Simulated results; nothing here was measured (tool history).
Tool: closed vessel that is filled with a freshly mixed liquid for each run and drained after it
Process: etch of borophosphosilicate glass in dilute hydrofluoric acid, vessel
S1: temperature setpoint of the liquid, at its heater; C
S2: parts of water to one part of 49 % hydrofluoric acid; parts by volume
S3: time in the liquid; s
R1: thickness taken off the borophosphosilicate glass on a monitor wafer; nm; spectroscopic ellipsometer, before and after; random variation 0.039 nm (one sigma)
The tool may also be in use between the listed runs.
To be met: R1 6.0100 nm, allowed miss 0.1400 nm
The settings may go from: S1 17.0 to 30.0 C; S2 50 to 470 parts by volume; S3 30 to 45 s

{"run": 1, "hour": 0.0, "S1": 22.0, "S2": 260, "S3": 45, "R1": 7.7272}
{"run": 2, "hour": 2.2, "S1": 22.0, "S2": 325, "S3": 45, "R1": 5.8535}
{"run": 3, "hour": 4.2, "S1": 19.0, "S2": 325, "S3": 45, "R1": 5.2027}
{"run": 4, "hour": 12.8, "S1": 19.0, "S2": 400, "S3": 45, "R1": 3.9669}
{"hour": 21.8, "done": "thermometer replaced"}
{"run": 5, "hour": 21.8, "S1": 19.0, "S2": 350, "S3": 45, "R1": 4.9133}
{"run": 6, "hour": 22.9, "S1": 20.5, "S2": 350, "S3": 45, "R1": 5.2328}
{"run": 7, "hour": 28.2, "S1": 21.5, "S2": 350, "S3": 45, "R1": 5.4097}
{"run": 8, "hour": 37.1, "S1": 22.0, "S2": 350, "S3": 45, "R1": 5.4948}

Which of these 4 next moves meets every target?
{"run": "A", "hour": 46.0, "S1": 23.5, "S2": 325, "S3": 45, "R1": "?"}
{"run": "B", "hour": 46.0, "S1": 20.5, "S2": 300, "S3": 45, "R1": "?"}
{"run": "C", "hour": 46.0, "S1": 23.0, "S2": 325, "S3": 45, "R1": "?"}
{"run": "D", "hour": 46.0, "S1": 22.0, "S2": 330, "S3": 45, "R1": "?"}

move=A R1=6.4096
move=B R1=6.3904
move=C R1=6.2998
move=D R1=5.9643
A: takes the result that was furthest off past its target
B: takes the result that was furthest off past its target
C: takes the result that was furthest off past its target
D: meets every target
The right move is D.
